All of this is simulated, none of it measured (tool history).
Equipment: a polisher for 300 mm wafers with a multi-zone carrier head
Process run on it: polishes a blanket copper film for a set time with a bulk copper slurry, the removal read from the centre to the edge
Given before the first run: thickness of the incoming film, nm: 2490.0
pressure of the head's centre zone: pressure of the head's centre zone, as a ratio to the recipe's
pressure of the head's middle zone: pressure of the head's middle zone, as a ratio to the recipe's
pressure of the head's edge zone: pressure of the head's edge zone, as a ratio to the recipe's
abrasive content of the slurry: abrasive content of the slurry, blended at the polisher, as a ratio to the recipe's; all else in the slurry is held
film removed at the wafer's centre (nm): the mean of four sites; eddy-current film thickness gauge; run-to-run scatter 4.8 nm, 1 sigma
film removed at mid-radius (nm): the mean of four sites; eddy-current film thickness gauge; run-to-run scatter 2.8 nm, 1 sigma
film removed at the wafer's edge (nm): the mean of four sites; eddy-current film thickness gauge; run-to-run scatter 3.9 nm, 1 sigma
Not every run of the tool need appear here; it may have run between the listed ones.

| run | day | flow of slurry (ml/min) | pressure of the head's centre zone | pressure of the head's middle zone | pressure of the head's edge zone | abrasive content of the slurry | polishing time (s) | film removed at the wafer's centre (nm) | film removed at mid-radius (nm) | film removed at the wafer's edge (nm) |
|---|---|---|---|---|---|---|---|---|---|---|
| 1 | 0.000 | 160 | 1.00 | 1.00 | 1.00 | 1.00 | 57 | 373.31 | 374.36 | 364.78 |
| 2 | 0.050 | 160 | 1.06 | 1.00 | 1.00 | 1.00 | 57 | 405.57 | 377.71 | 367.40 |
| 3 | 0.388 | 160 | 1.06 | 1.00 | 1.00 | 1.20 | 57 | 424.13 | 394.59 | 380.82 |
| 4 | 0.538 | 160 | 1.06 | 1.00 | 1.00 | 1.20 | 48 | 348.37 | 330.03 | 328.12 |
| 5 | 0.579 | 160 | 1.06 | 1.00 | 1.00 | 1.25 | 48 | 345.53 | 337.07 | 334.23 |
| 6 | 0.729 | 160 | 1.06 | 1.00 | 1.00 | 1.25 | 60 | 445.16 | 427.39 | 411.40 |

The next listed run, before its measurement:
| 7 | 0.954 | 155 | 1.04 | 1.00 | 0.97 | 1.10 | 59 | ? | ? | ? |

Run 7 measured film removed at the wafer's centre (nm) 402.21, film removed at mid-radius (nm) 395.72, film removed at the wafer's edge (nm) 381.62.
